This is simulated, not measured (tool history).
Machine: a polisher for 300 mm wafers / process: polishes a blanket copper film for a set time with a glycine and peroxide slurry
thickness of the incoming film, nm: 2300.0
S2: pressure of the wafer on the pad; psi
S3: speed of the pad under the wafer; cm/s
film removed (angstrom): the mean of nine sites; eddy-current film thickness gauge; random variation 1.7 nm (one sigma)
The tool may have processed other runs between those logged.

Run 1, hour 0.0: flow of slurry (ml/min) 310, S2 2.5 psi, S3 86 cm/s, polishing time (s) 53. Result: film removed (angstrom) 2190.8.
Run 2, hour 5.0: flow of slurry (ml/min) 310, S2 2.5 psi, S3 76 cm/s, polishing time (s) 53. Result: film removed (angstrom) 1997.8.
Run 3, hour 7.9: flow of slurry (ml/min) 310, S2 2.2 psi, S3 74 cm/s, polishing time (s) 53. Result: film removed (angstrom) 1776.8.
Run 4, hour 9.7: flow of slurry (ml/min) 310, S2 2.5 psi, S3 74 cm/s, polishing time (s) 53. Result: film removed (angstrom) 1954.3.
Run 5, hour 15.7: flow of slurry (ml/min) 360, S2 2.5 psi, S3 74 cm/s, polishing time (s) 53. Result: film removed (angstrom) 1980.3.
Run 6, hour 20.7: flow of slurry (ml/min) 360, S2 2.5 psi, S3 74 cm/s, polishing time (s) 53. Result: film removed (angstrom) 1983.4.
At hour 27.4: worn pad replaced by a new one.
Run 7, hour 27.4: flow of slurry (ml/min) 360, S2 2.2 psi, S3 74 cm/s, polishing time (s) 53. Result: film removed (angstrom) 2055.1.

Run 8 is up next; what results do you expect?
Run 8, hour 30.1: flow of slurry (ml/min) 315, S2 2.2 psi, S3 70 cm/s, polishing time (s) 53. Result: film removed (angstrom) ?.

film removed (angstrom): 1971.8

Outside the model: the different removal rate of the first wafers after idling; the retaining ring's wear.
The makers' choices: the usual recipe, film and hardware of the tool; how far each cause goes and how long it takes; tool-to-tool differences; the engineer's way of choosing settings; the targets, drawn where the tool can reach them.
